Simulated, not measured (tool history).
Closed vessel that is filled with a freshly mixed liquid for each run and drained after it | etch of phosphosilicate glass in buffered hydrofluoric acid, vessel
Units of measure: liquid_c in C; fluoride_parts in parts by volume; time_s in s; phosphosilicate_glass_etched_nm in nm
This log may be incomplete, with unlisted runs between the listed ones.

run  hour  liquid_c  fluoride_parts  time_s  phosphosilicate_glass_etched_nm
  1     0        21            13.5     100                           364.61
  2   1.9        23            12.5     100                           440.49
  3   8.3        23            12.5     100                           442.24
  4    11      24.5            11.5     100                           520.24
  5    17      24.5              13     100                            460.8
  6    20      25.5              12     100                           524.86

Predict the results of run 7:
  7    27      26.5            11.5     100                                ?

{"run 7": {"phosphosilicate_glass_etched_nm": 579.02}}
